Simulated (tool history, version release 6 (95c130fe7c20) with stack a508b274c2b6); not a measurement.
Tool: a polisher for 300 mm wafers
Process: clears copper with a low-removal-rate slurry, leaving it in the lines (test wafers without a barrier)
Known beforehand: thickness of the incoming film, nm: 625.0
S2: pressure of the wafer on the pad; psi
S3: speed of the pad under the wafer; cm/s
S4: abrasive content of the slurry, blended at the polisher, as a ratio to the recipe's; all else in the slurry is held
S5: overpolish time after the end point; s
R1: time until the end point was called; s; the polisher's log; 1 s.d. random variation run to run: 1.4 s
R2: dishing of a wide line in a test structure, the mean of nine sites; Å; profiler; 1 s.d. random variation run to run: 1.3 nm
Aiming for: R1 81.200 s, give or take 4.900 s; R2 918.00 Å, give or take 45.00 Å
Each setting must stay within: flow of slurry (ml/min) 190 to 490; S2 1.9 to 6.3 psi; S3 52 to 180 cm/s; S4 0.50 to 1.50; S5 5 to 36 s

run 1 hour=0.0 | flow_of_slurry_(ml/min)=315 S2=4.1 S3=116 S4=1.00 S5=18 | R1=142.160 R2=485.10
run 2 hour=8.6 | flow_of_slurry_(ml/min)=360 S2=4.1 S3=116 S4=1.00 S5=18 | R1=138.010 R2=493.03
run 3 hour=13.2 | flow_of_slurry_(ml/min)=360 S2=4.1 S3=106 S4=1.00 S5=18 | R1=157.240 R2=457.76
run 4 hour=18.4 | flow_of_slurry_(ml/min)=360 S2=4.1 S3=106 S4=1.00 S5=15 | R1=153.980 R2=396.94
run 5 hour=19.3 | flow_of_slurry_(ml/min)=360 S2=4.1 S3=82 S4=1.00 S5=15 | R1=197.580 R2=329.70
run 6 hour=23.0 | flow_of_slurry_(ml/min)=400 S2=4.1 S3=82 S4=1.00 S5=15 | R1=190.880 R2=328.06
run 7 hour=27.7 | flow_of_slurry_(ml/min)=395 S2=4.3 S3=88 S4=1.00 S5=16 | R1=176.080 R2=376.99
run 8 hour=29.3 | flow_of_slurry_(ml/min)=395 S2=4.5 S3=94 S4=1.00 S5=17 | R1=157.990 R2=420.66
run 9 hour=32.2 | flow_of_slurry_(ml/min)=395 S2=4.6 S3=100 S4=1.00 S5=18 | R1=147.420 R2=477.11
run 10 hour=36.0 | flow_of_slurry_(ml/min)=395 S2=4.8 S3=104 S4=1.00 S5=18 | R1=135.540 R2=503.50
run 11 hour=39.8 | flow_of_slurry_(ml/min)=395 S2=4.9 S3=108 S4=1.00 S5=19 | R1=125.910 R2=563.45
run 12 hour=48.5 | flow_of_slurry_(ml/min)=395 S2=5.0 S3=110 S4=1.00 S5=19 | R1=125.650 R2=573.55
run 13 hour=55.9 | flow_of_slurry_(ml/min)=400 S2=6.1 S3=138 S4=1.05 S5=21 | R1=81.395 R2=836.23
run 14 hour=62.1 | flow_of_slurry_(ml/min)=400 S2=6.1 S3=138 S4=1.05 S5=22 | R1=87.046 R2=884.57

Of the 4 settings listed for the next run, only one would bring every result within its allowed miss of target. Which one?
run A hour=68.3 | flow_of_slurry_(ml/min)=465 S2=5.2 S3=146 S4=0.70 S5=26 | R1=? R2=?
run B hour=68.3 | flow_of_slurry_(ml/min)=395 S2=5.8 S3=126 S4=0.95 S5=24 | R1=? R2=?
run C hour=68.3 | flow_of_slurry_(ml/min)=365 S2=6.3 S3=140 S4=1.00 S5=23 | R1=? R2=?
run D hour=68.3 | flow_of_slurry_(ml/min)=455 S2=6.3 S3=134 S4=1.00 S5=20 | R1=? R2=?

move=A R1=97.865 R2=864.67
move=B R1=98.155 R2=828.26
move=C R1=82.109 R2=912.88
move=D R1=84.479 R2=816.56
A: lands further from the targets than the last run did
B: lands further from the targets than the last run did
C: in spec on every target
D: brings the result that was furthest off to its target, and leaves another outside
The right move is C.
